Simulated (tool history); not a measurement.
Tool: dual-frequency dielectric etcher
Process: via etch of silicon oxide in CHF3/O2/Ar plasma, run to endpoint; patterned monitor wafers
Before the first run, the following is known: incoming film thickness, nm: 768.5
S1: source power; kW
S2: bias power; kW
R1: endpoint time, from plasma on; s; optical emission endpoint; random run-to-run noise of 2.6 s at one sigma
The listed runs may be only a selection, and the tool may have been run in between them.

{"run": 1, "hour": 0.0, "S1": 0.46, "S2": 0.213, "R1": 380.26}
{"run": 2, "hour": 3.1, "S1": 0.5, "S2": 0.213, "R1": 370.76}
{"run": 3, "hour": 5.7, "S1": 0.52, "S2": 0.216, "R1": 359.33}
{"run": 4, "hour": 11.9, "S1": 0.46, "S2": 0.216, "R1": 379.48}
{"hour": 15.6, "done": "bias power generator calibrated"}
{"run": 5, "hour": 15.6, "S1": 0.38, "S2": 0.216, "R1": 410.35}
{"run": 6, "hour": 18.6, "S1": 0.41, "S2": 0.22, "R1": 400.38}
{"run": 7, "hour": 21.1, "S1": 0.44, "S2": 0.224, "R1": 383.35}

For run 8, what comes out?
{"run": 8, "hour": 22.1, "S1": 0.46, "S2": 0.227, "R1": "?"}

Run 8 measured R1 371.02 s.
